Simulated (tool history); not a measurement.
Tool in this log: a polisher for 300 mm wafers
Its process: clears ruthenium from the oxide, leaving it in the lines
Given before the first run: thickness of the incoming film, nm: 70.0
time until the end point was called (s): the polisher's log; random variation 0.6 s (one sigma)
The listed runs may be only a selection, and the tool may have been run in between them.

run,hour,flow of slurry (ml/min),pressure of the wafer on the pad (kPa),speed of the pad under the wafer (m/s),overpolish time after the end point (s),time until the end point was called (s)
1,0,220,11,0.8,50,94.834
2,8.3,220,9.7,0.8,50,107.54
3,16.7,220,9.7,1,50,86.307
4,25.3,220,10.3,1,50,81.128
5,32.7,220,11,1,50,76.12
6,38.6,245,11,1,50,74.76
7,45.5,245,11,1,50,75.756
8,50.3,245,11.7,1,50,71.816

Run 9 comes next. What will it give?
9,55.6,245,12.4,1,50,?

{"run 9": {"time until the end point was called (s)": 67.347}}
